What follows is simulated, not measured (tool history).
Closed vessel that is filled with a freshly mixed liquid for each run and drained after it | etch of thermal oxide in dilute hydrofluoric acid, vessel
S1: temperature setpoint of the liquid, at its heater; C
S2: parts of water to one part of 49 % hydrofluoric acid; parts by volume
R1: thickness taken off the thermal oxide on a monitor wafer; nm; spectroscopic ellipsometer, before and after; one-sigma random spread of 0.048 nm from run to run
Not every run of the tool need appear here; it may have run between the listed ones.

run 1 day=0.000 | S1=22 S2=175 time_in_the_liquid_(s)=595 | R1=13.4660
run 2 day=0.379 | S1=21 S2=185 time_in_the_liquid_(s)=595 | R1=12.1600
run 3 day=0.775 | S1=20 S2=195 time_in_the_liquid_(s)=595 | R1=11.0510
run 4 day=0.888 | S1=22 S2=195 time_in_the_liquid_(s)=595 | R1=11.7670
run 5 day=1.104 | S1=22 S2=145 time_in_the_liquid_(s)=595 | R1=16.8010
run 6 day=1.342 | S1=22 S2=145 time_in_the_liquid_(s)=595 | R1=16.5620
run 7 day=1.571 | S1=21 S2=165 time_in_the_liquid_(s)=595 | R1=13.8830

Predict the results of run 8:
run 8 day=1.921 | S1=17 S2=230 time_in_the_liquid_(s)=590 | R1=?

R1: 7.9012 nm
